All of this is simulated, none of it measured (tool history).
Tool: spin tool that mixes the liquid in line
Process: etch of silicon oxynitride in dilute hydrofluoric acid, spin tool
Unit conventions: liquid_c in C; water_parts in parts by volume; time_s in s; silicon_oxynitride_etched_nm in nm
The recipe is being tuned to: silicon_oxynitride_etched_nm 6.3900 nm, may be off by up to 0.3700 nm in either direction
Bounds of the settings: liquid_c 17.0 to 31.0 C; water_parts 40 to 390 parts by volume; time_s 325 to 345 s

run 1 day=0.000 | liquid_c=23.0 water_parts=215 time_s=325 | silicon_oxynitride_etched_nm=2.4854
run 2 day=0.267 | liquid_c=19.5 water_parts=215 time_s=325 | silicon_oxynitride_etched_nm=2.0698
run 3 day=0.421 | liquid_c=19.5 water_parts=145 time_s=325 | silicon_oxynitride_etched_nm=3.3109
run 4 day=0.571 | liquid_c=19.5 water_parts=190 time_s=325 | silicon_oxynitride_etched_nm=2.4827
run 5 day=0.854 | liquid_c=19.5 water_parts=125 time_s=325 | silicon_oxynitride_etched_nm=3.9516
run 6 day=0.942 | liquid_c=19.5 water_parts=65 time_s=325 | silicon_oxynitride_etched_nm=7.8860
run 7 day=1.154 | liquid_c=19.0 water_parts=65 time_s=325 | silicon_oxynitride_etched_nm=7.7294
run 8 day=1.508 | liquid_c=18.0 water_parts=70 time_s=325 | silicon_oxynitride_etched_nm=6.5781

Of the 4 settings listed for the next run, only one would bring every result within its allowed miss of target. Which one?
run A day=1.862 | liquid_c=20.5 water_parts=80 time_s=340 | silicon_oxynitride_etched_nm=?
run B day=1.862 | liquid_c=17.5 water_parts=85 time_s=345 | silicon_oxynitride_etched_nm=?
run C day=1.862 | liquid_c=17.0 water_parts=65 time_s=335 | silicon_oxynitride_etched_nm=?
run D day=1.862 | liquid_c=20.0 water_parts=85 time_s=345 | silicon_oxynitride_etched_nm=?

move=A silicon_oxynitride_etched_nm=6.9933
move=B silicon_oxynitride_etched_nm=5.7336
move=C silicon_oxynitride_etched_nm=7.2019
move=D silicon_oxynitride_etched_nm=6.4905
A: moves away from the targets compared with the last run
B: moves the result that the last run missed by most past its target, out the other side
C: moves away from the targets compared with the last run
D: in spec on every target
D is the move that brings every result within its allowed miss.

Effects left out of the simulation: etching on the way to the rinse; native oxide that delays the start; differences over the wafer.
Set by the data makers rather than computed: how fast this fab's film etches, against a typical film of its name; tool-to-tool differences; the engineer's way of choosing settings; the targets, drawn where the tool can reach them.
